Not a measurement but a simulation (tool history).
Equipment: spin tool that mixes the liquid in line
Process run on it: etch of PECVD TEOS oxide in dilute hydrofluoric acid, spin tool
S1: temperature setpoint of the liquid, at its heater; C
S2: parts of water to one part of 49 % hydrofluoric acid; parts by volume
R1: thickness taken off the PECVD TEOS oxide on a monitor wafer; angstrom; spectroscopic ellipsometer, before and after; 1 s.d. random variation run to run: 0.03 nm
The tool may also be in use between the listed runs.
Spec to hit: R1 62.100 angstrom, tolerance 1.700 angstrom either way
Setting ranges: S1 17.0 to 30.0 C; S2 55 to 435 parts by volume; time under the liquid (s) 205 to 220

run 1 hour=0.0 | S1=22.0 S2=245 time_under_the_liquid_(s)=205 | R1=86.053
run 2 hour=4.4 | S1=21.5 S2=250 time_under_the_liquid_(s)=205 | R1=82.998
run 3 hour=9.9 | S1=21.5 S2=250 time_under_the_liquid_(s)=205 | R1=83.087
run 4 hour=10.5 | S1=21.0 S2=255 time_under_the_liquid_(s)=205 | R1=79.719
run 5 hour=15.3 | S1=20.5 S2=260 time_under_the_liquid_(s)=205 | R1=76.356
run 6 hour=19.6 | S1=20.5 S2=220 time_under_the_liquid_(s)=205 | R1=93.165
run 7 hour=25.7 | S1=20.0 S2=230 time_under_the_liquid_(s)=205 | R1=86.625
run 8 hour=32.6 | S1=19.5 S2=235 time_under_the_liquid_(s)=205 | R1=82.414
run 9 hour=36.6 | S1=19.0 S2=240 time_under_the_liquid_(s)=205 | R1=79.873
run 10 hour=45.5 | S1=18.5 S2=245 time_under_the_liquid_(s)=205 | R1=75.837
run 11 hour=54.3 | S1=18.5 S2=250 time_under_the_liquid_(s)=205 | R1=74.115
run 12 hour=56.2 | S1=18.5 S2=255 time_under_the_liquid_(s)=205 | R1=72.244

Pick the move, out of 4, that brings all results within their allowed miss; only one does.
run A hour=58.1 | S1=18.0 S2=215 time_under_the_liquid_(s)=220 | R1=?
run B hour=58.1 | S1=19.0 S2=290 time_under_the_liquid_(s)=205 | R1=?
run C hour=58.1 | S1=18.0 S2=320 time_under_the_liquid_(s)=220 | R1=?
run D hour=58.1 | S1=20.5 S2=280 time_under_the_liquid_(s)=205 | R1=?

move=A R1=92.651
move=B R1=62.151
move=C R1=56.761
move=D R1=68.651
A: misses by more than the last run did
B: every result lands within tolerance
C: carries the result that was furthest off beyond its target, to the other side
D: moves toward the targets from the last run without getting all of them in spec
B is the move that brings every result within its allowed miss.
